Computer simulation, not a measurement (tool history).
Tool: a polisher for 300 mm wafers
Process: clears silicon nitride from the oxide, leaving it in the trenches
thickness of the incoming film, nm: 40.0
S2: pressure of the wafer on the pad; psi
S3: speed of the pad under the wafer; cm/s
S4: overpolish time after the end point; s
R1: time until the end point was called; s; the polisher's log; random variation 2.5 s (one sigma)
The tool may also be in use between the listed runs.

run 1 hour=0 | flow_of_slurry_(ml/min)=275 S2=1.7 S3=94 S4=25 | R1=85.635
run 2 hour=2.6 | flow_of_slurry_(ml/min)=275 S2=1.7 S3=102 S4=25 | R1=79.481
run 3 hour=4.6 | flow_of_slurry_(ml/min)=275 S2=1.4 S3=102 S4=25 | R1=94.336
run 4 hour=5.6 | flow_of_slurry_(ml/min)=275 S2=1.3 S3=100 S4=25 | R1=108.11
run 5 hour=10.2 | flow_of_slurry_(ml/min)=275 S2=1.3 S3=88 S4=25 | R1=120.12
run 6 hour=18.8 | flow_of_slurry_(ml/min)=275 S2=1.7 S3=88 S4=25 | R1=89.089
run 7 hour=20.3 | flow_of_slurry_(ml/min)=275 S2=1.6 S3=88 S4=25 | R1=97.752

Run 8 comes next. What will it give?
run 8 hour=28.3 | flow_of_slurry_(ml/min)=275 S2=1.5 S3=88 S4=25 | R1=?

Run 8 gave R1 106 s.
